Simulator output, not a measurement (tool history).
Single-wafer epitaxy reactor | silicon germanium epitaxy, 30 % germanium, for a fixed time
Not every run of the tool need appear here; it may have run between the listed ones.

run,day,wafer temperature setpoint (pyrometer-controlled) (deg C),chamber pressure (mTorr),mean film thickness on the monitor wafer (nm)
1,0.000,585,19800,43.197
2,0.217,590,19800,47.052
3,0.567,595,19800,51.393
4,0.679,595,22600,53.363
5,0.975,595,25200,54.781
6,1.104,590,25100,50.540
7,1.142,586,25000,47.185
8,1.179,583,24900,44.973
9,1.375,580,24800,42.213
10,1.538,578,24800,40.684
11,1.629,576,24800,39.354
12,1.867,575,24800,38.723
13,2.175,575,24800,38.821
14,2.254,574,24800,37.974
15,2.421,573,24800,37.392

Predict the results of run 16:
16,2.671,572,24800,?

{"run 16": {"mean film thickness on the monitor wafer (nm)": 36.71}}
